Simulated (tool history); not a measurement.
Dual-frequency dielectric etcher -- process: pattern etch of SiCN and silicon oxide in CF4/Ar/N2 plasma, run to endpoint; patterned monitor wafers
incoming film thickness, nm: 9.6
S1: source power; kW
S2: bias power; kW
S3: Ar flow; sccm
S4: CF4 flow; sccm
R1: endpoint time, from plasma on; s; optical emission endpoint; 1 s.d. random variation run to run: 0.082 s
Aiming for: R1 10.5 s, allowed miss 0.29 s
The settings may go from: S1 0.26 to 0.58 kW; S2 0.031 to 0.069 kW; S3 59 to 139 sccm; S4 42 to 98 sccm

run,hour,S1,S2,S3,S4,R1
1,0,0.42,0.05,99,70,12.595
2,6.3,0.42,0.05,99,59,13.226
3,8.8,0.43,0.05,99,59,12.978
4,10.5,0.43,0.05,99,66,12.796
5,16.7,0.43,0.05,107,66,12.891
6,18.5,0.43,0.044,107,66,13.66
7,24.8,0.45,0.044,107,66,12.999
8,25.8,0.46,0.044,107,66,12.689
9,29.4,0.47,0.044,107,66,12.432
10,36.4,0.48,0.044,107,66,12.098
11,39.2,0.49,0.044,107,66,11.796
12,39.9,0.5,0.044,107,66,11.584
13,42.5,0.51,0.044,107,66,11.124
14,50.9,0.52,0.044,107,66,11.161
15,55.7,0.56,0.045,106,66,10.188

Below are 5 possible settings for the next run. Only one of them brings all results inside the allowed miss of their targets. Which is it?
A,60.5,0.56,0.041,103,65,?
B,60.5,0.58,0.045,109,62,?
C,60.5,0.58,0.038,96,79,?
D,60.5,0.57,0.049,116,68,?
E,60.5,0.58,0.056,118,51,?

move,R1
A,10.592
B,10.007
C,9.9608
D,9.6991
E,9.6191
A: meets every target
B: its largest miss is bigger than the last run's
C: its largest miss is bigger than the last run's
D: its largest miss is bigger than the last run's
E: its largest miss is bigger than the last run's
The move that meets every target is A.

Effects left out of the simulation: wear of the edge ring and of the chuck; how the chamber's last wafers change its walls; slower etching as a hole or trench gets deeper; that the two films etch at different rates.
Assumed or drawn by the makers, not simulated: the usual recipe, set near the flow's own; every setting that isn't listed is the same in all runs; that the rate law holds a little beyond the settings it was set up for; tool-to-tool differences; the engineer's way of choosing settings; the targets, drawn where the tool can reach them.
